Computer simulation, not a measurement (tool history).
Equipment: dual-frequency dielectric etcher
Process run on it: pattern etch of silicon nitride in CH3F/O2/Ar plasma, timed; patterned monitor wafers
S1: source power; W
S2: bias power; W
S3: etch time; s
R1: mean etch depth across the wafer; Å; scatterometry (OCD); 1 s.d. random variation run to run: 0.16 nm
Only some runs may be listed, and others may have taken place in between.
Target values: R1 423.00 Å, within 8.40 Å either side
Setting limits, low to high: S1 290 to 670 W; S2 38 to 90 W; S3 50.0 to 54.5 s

{"run": 1, "hour": 0.0, "S1": 480, "S2": 64, "S3": 54.5, "R1": 377.12}
{"run": 2, "hour": 6.6, "S1": 500, "S2": 65, "S3": 54.5, "R1": 384.5}
{"run": 3, "hour": 11.3, "S1": 500, "S2": 65, "S3": 54.5, "R1": 389.07}
{"run": 4, "hour": 18.4, "S1": 430, "S2": 65, "S3": 54.5, "R1": 365.83}
{"run": 5, "hour": 24.5, "S1": 430, "S2": 59, "S3": 54.5, "R1": 353.13}
{"run": 6, "hour": 27.3, "S1": 460, "S2": 60, "S3": 54.5, "R1": 361.85}
{"run": 7, "hour": 30.0, "S1": 480, "S2": 61, "S3": 54.5, "R1": 369.42}
{"run": 8, "hour": 33.9, "S1": 500, "S2": 62, "S3": 54.5, "R1": 378.67}
{"run": 9, "hour": 42.8, "S1": 520, "S2": 62, "S3": 54.5, "R1": 381.34}
{"run": 10, "hour": 46.6, "S1": 540, "S2": 63, "S3": 54.5, "R1": 392.09}
{"run": 11, "hour": 51.0, "S1": 550, "S2": 63, "S3": 54.5, "R1": 394.52}
{"run": 12, "hour": 52.7, "S1": 560, "S2": 63, "S3": 54.5, "R1": 399.59}
{"run": 13, "hour": 55.6, "S1": 570, "S2": 63, "S3": 54.5, "R1": 399.63}

Exercise: of the 4 proposed moves below, exactly one satisfies all targets within the stated allowed misses. Which move is it?
{"run": "A", "hour": 58.5, "S1": 560, "S2": 66, "S3": 52.5, "R1": "?"}
{"run": "B", "hour": 58.5, "S1": 590, "S2": 71, "S3": 54.5, "R1": "?"}
{"run": "C", "hour": 58.5, "S1": 580, "S2": 66, "S3": 54.0, "R1": "?"}
{"run": "D", "hour": 58.5, "S1": 670, "S2": 73, "S3": 53.5, "R1": "?"}

move=A R1=388.64
move=B R1=422.45
move=C R1=404.98
move=D R1=439.17
A: the biggest miss grows against the last run
B: all results in spec
C: moves toward the targets from the last run without getting all of them in spec
D: takes the result that was furthest off past its target
Move B is the one to make.
